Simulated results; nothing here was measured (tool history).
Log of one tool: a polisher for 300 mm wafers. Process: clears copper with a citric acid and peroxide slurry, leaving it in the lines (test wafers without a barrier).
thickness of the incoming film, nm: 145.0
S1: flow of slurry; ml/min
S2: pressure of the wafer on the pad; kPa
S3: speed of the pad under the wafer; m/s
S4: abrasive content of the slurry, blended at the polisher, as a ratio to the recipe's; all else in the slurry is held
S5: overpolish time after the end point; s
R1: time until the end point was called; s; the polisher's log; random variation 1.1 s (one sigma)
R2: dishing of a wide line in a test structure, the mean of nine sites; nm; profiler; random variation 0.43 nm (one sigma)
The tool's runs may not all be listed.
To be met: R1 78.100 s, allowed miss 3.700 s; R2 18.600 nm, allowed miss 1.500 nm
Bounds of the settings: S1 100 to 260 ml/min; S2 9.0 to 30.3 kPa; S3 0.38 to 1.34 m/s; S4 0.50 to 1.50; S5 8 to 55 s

run  hour   S1    S2    S3    S4  S5      R1      R2
  1   0.0  165  19.3  0.86  1.00  28  71.148  38.509
  2   1.1  165  17.2  0.86  1.00  28  81.948  33.627
  3   3.7  165  17.2  0.86  1.00  24  78.883  29.948
  4   8.0  165  17.2  0.86  1.00  21  78.148  26.186
  5  15.2  165  17.2  0.86  1.00  19  80.025  23.531
  6  23.5  165  21.4  0.86  1.00  19  64.370  28.985
  7  26.7  165  20.7  0.86  1.00  18  66.515  27.168
  8  35.0  165  20.0  0.86  1.00  17  69.535  24.123
  9  35.6  165  19.3  0.86  1.00  16  73.740  23.335
 10  41.0  165  19.3  0.86  1.00  15  71.648  21.117
 11  42.2  160  18.6  0.86  1.00  14  71.949  19.747

5 next moves are on the table. One of them brings every result within its allowed miss. Which?
  A  43.4  125  20.7  0.74  1.00  14   ?   ?
  B  43.4  180  22.8  0.72  0.50  12   ?   ?
  C  43.4  165  19.3  0.72  1.00  19   ?   ?
  D  43.4  130  17.9  0.78  0.95  12   ?   ?
  E  43.4  140  21.4  0.70  0.80  12   ?   ?

move      R1      R2
   A  77.555  18.754
   B  77.211  16.311
   C  79.578  24.286
   D  86.561  14.559
   E  79.274  15.888
A: meets every target
B: brings the result that was furthest off to its target, and leaves another outside
C: brings the result that was furthest off to its target, and leaves another outside
D: takes the result that was furthest off past its target
E: brings the result that was furthest off to its target, and leaves another outside
The right move is A.

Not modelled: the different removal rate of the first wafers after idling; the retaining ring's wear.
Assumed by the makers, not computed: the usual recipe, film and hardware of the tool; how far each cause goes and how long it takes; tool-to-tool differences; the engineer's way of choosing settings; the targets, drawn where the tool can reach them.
